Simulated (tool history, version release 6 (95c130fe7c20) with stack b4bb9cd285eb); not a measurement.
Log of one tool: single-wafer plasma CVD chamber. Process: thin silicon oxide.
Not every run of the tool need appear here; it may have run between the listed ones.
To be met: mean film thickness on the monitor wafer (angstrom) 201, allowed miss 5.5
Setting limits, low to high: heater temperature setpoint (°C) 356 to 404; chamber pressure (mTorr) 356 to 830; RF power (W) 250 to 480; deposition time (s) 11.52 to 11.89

| run | hour | heater temperature setpoint (°C) | chamber pressure (mTorr) | RF power (W) | deposition time (s) | mean film thickness on the monitor wafer (angstrom) |
|---|---|---|---|---|---|---|
| 1 | 0 | 380 | 593 | 365 | 11.52 | 172.25 |
| 2 | 7.1 | 380 | 602 | 365 | 11.52 | 174.55 |
| 3 | 12.4 | 380 | 610 | 365 | 11.52 | 176.87 |
| 4 | 18.7 | 380 | 610 | 315 | 11.52 | 167.33 |
| 5 | 25.3 | 373 | 610 | 315 | 11.52 | 167.53 |
| 6 | 26.9 | 380 | 610 | 315 | 11.52 | 165.3 |
| 7 | 27.9 | 380 | 610 | 315 | 11.52 | 165.2 |
| 8 | 31 | 380 | 610 | 315 | 11.52 | 165.8 |
|  | 32.4 | capacitance manometer re-zeroed and calibrated |
| 9 | 32.4 | 380 | 621 | 315 | 11.52 | 164.1 |
| 10 | 36.3 | 379 | 638 | 315 | 11.52 | 166.29 |

Which single option among these 4 for the next run brings every result within its allowed miss of target? Just one does.
| A | 40.2 | 383 | 757 | 295 | 11.58 | ? |
| B | 40.2 | 365 | 454 | 315 | 11.52 | ? |
| C | 40.2 | 371 | 716 | 345 | 11.89 | ? |
| D | 40.2 | 375 | 550 | 265 | 11.52 | ? |

| move | mean film thickness on the monitor wafer (angstrom) |
|---|---|
| A | 186.79 |
| B | 128.13 |
| C | 197.85 |
| D | 136.94 |
A: closer than the last run, but not yet in spec
B: misses by more than the last run did
C: all results land within tolerance of their targets
D: misses by more than the last run did
The right move is C.

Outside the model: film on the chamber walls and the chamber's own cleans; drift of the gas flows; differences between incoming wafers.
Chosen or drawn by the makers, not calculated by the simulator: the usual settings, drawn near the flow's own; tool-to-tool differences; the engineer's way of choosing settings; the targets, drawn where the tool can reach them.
